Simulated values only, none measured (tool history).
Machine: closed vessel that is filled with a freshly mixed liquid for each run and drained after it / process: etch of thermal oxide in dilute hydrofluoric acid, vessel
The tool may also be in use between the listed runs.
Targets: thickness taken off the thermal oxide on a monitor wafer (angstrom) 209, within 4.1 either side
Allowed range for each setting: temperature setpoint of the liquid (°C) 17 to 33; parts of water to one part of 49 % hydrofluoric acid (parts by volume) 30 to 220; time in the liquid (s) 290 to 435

run	hour	temperature setpoint of the liquid (°C)	parts of water to one part of 49 % hydrofluoric acid (parts by volume)	time in the liquid (s)	thickness taken off the thermal oxide on a monitor wafer (angstrom)
1	0	25	125	435	175.87
2	3.6	25.5	125	435	178.27
3	11.3	25.5	125	290	119.07
4	19.2	23	125	290	107.25
5	20.8	24	125	290	111.96
6	29.6	24	125	290	111.61
7	30.6	25	125	290	117.41
# hour 32.6: hydrofluoric acid flow meter replaced
8	32.6	26.5	120	290	114.31
9	36.4	25.5	105	310	137.46
10	40.6	29.5	75	310	233.58
11	47.3	29.5	75	310	237.11
12	55.7	26	75	310	204.79

4 candidate next runs follow, results not yet known. Just one meets every target within its allowed miss. Identify it.
A	64.1	26.5	85	345	?
B	64.1	25	90	380	?
C	64.1	26	95	410	?
D	64.1	25.5	90	380	?

move	thickness taken off the thermal oxide on a monitor wafer (angstrom)
A	201.24
B	196.05
C	207.09
D	199.96
A: the biggest miss grows against the last run
B: the biggest miss grows against the last run
C: hits every target within its allowed miss
D: the biggest miss grows against the last run
Answer: C
